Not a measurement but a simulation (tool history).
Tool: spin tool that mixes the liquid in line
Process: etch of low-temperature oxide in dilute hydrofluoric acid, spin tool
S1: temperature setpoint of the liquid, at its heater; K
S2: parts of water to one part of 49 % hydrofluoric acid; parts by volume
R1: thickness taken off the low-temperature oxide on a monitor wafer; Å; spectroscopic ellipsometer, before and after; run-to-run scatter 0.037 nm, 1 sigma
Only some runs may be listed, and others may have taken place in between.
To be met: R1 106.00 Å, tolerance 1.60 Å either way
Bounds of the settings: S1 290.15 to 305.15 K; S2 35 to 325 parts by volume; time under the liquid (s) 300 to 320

run 1 hour=0.0 | S1=297.15 S2=180 time_under_the_liquid_(s)=300 | R1=153.50
run 2 hour=6.5 | S1=295.15 S2=185 time_under_the_liquid_(s)=300 | R1=137.76
run 3 hour=8.9 | S1=295.15 S2=185 time_under_the_liquid_(s)=300 | R1=138.09
run 4 hour=17.0 | S1=293.65 S2=190 time_under_the_liquid_(s)=300 | R1=125.46
run 5 hour=24.6 | S1=292.65 S2=190 time_under_the_liquid_(s)=300 | R1=121.29
run 6 hour=30.9 | S1=292.65 S2=190 time_under_the_liquid_(s)=300 | R1=121.76
run 7 hour=35.0 | S1=292.15 S2=190 time_under_the_liquid_(s)=300 | R1=119.08
run 8 hour=39.2 | S1=291.65 S2=190 time_under_the_liquid_(s)=300 | R1=116.65
run 9 hour=46.0 | S1=291.15 S2=190 time_under_the_liquid_(s)=300 | R1=114.82
run 10 hour=53.7 | S1=290.65 S2=190 time_under_the_liquid_(s)=300 | R1=112.09

Exactly one of the 5 candidate moves below puts every result within its allowed miss. Which one?
run A hour=61.4 | S1=291.65 S2=205 time_under_the_liquid_(s)=305 | R1=?
run B hour=61.4 | S1=290.65 S2=205 time_under_the_liquid_(s)=310 | R1=?
run C hour=61.4 | S1=290.15 S2=210 time_under_the_liquid_(s)=310 | R1=?
run D hour=61.4 | S1=290.15 S2=200 time_under_the_liquid_(s)=320 | R1=?
run E hour=61.4 | S1=290.65 S2=205 time_under_the_liquid_(s)=300 | R1=?

move=A R1=108.51
move=B R1=106.04
move=C R1=101.02
move=D R1=110.49
move=E R1=102.62
A: closes in on the targets versus the last run, not all within tolerance yet
B: in spec on every target
C: the result that was furthest off in the last run now lies on the other side of its target
D: closes in on the targets versus the last run, not all within tolerance yet
E: the result that was furthest off in the last run now lies on the other side of its target
The right move is B.
